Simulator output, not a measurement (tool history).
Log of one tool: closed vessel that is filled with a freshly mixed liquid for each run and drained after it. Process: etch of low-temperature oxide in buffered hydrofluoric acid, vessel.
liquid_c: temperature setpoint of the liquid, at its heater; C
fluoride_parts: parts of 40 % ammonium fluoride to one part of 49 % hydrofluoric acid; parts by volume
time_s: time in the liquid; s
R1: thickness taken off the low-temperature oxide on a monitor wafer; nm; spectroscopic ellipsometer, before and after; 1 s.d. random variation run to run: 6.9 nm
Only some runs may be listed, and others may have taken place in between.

Run 1, hour 0: liquid_c 24 C, fluoride_parts 15 parts by volume, time_s 95 s. Result: R1 475.58 nm.
Run 2, hour 7.1: liquid_c 26 C, fluoride_parts 15 parts by volume, time_s 95 s. Result: R1 535.12 nm.
Run 3, hour 11.1: liquid_c 27.5 C, fluoride_parts 15 parts by volume, time_s 95 s. Result: R1 578.25 nm.
Run 4, hour 19: liquid_c 27.5 C, fluoride_parts 17.5 parts by volume, time_s 95 s. Result: R1 503.31 nm.
Run 5, hour 24.6: liquid_c 27.5 C, fluoride_parts 21.5 parts by volume, time_s 95 s. Result: R1 411.96 nm.
Run 6, hour 31.2: liquid_c 27.5 C, fluoride_parts 24.5 parts by volume, time_s 95 s. Result: R1 378.07 nm.
Run 7, hour 33.2: liquid_c 27.5 C, fluoride_parts 24.5 parts by volume, time_s 95 s. Result: R1 379.09 nm.
Run 8, hour 41: liquid_c 28.5 C, fluoride_parts 21.5 parts by volume, time_s 95 s. Result: R1 434.49 nm.
Run 9, hour 43.1: liquid_c 29.5 C, fluoride_parts 19 parts by volume, time_s 95 s. Result: R1 514.33 nm.
Run 10, hour 50.8: liquid_c 29.5 C, fluoride_parts 19 parts by volume, time_s 95 s. Result: R1 519.95 nm.

For run 11, what comes out?
Run 11, hour 54.1: liquid_c 29.5 C, fluoride_parts 19 parts by volume, time_s 95 s. Result: R1 ?.

{"run 11": {"R1": 516.15}}
